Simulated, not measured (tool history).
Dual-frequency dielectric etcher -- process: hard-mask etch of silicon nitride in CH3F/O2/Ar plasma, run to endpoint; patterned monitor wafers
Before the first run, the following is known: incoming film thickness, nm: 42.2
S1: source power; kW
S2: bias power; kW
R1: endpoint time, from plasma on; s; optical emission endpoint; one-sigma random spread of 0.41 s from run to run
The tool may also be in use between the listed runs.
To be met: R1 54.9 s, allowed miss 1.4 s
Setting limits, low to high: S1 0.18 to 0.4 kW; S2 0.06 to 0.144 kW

{"run": 1, "day": 0.0, "S1": 0.29, "S2": 0.102, "R1": 63.098}
{"run": 2, "day": 0.333, "S1": 0.26, "S2": 0.102, "R1": 68.335}
{"run": 3, "day": 0.5, "S1": 0.28, "S2": 0.103, "R1": 64.762}
{"run": 4, "day": 0.783, "S1": 0.23, "S2": 0.103, "R1": 73.735}
{"run": 5, "day": 0.85, "S1": 0.26, "S2": 0.105, "R1": 66.497}
{"run": 6, "day": 0.979, "S1": 0.28, "S2": 0.106, "R1": 63.814}
{"run": 7, "day": 1.279, "S1": 0.28, "S2": 0.106, "R1": 63.34}
{"run": 8, "day": 1.625, "S1": 0.29, "S2": 0.107, "R1": 61.999}

Pick the move, out of 4, that brings all results within their allowed miss; only one does.
{"run": "A", "day": 1.971, "S1": 0.25, "S2": 0.102, "R1": "?"}
{"run": "B", "day": 1.971, "S1": 0.29, "S2": 0.122, "R1": "?"}
{"run": "C", "day": 1.971, "S1": 0.33, "S2": 0.117, "R1": "?"}
{"run": "D", "day": 1.971, "S1": 0.3, "S2": 0.117, "R1": "?"}

move=A R1=69.52
move=B R1=58.196
move=C R1=55.197
move=D R1=58.221
A: misses by more than the last run did
B: moves toward the targets from the last run without getting all of them in spec
C: hits every target within its allowed miss
D: moves toward the targets from the last run without getting all of them in spec
C meets every target.
